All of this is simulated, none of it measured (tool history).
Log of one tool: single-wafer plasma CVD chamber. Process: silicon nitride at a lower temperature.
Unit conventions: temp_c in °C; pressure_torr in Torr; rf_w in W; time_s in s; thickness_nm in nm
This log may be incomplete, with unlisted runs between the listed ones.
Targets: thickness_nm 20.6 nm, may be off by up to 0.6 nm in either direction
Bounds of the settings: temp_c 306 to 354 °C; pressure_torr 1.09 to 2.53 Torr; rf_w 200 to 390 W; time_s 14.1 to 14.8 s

run,hour,temp_c,pressure_torr,rf_w,time_s,thickness_nm
1,0,330,1.81,295,14.8,17.816
2,5.7,330,1.85,300,14.8,18.122
3,8.7,330,1.89,305,14.8,18.531
4,13,325,1.89,305,14.8,18.578
5,16.3,325,1.93,305,14.8,18.548
6,21.5,325,1.93,305,14.8,18.561
7,22.7,325,1.96,310,14.8,18.85
8,29,325,1.99,315,14.8,19.18
9,37.2,325,2.01,315,14.8,19.403
10,40,325,2.03,315,14.8,19.325
11,42.4,325,2.05,315,14.8,19.33
12,46.5,325,2.07,315,14.8,19.393
13,55.1,325,2.09,315,14.8,19.423

4 next moves are on the table. One of them brings every result within its allowed miss. Which?
A,63.7,329,2.3,300,14.6,?
B,63.7,327,1.89,365,14.1,?
C,63.7,327,2.22,295,14.3,?
D,63.7,326,2.07,305,14.1,?

move,thickness_nm
A,18.885
B,20.628
C,18.1
D,18.127
A: the biggest miss grows against the last run
B: all results land within tolerance of their targets
C: the biggest miss grows against the last run
D: the biggest miss grows against the last run
The right move is B.
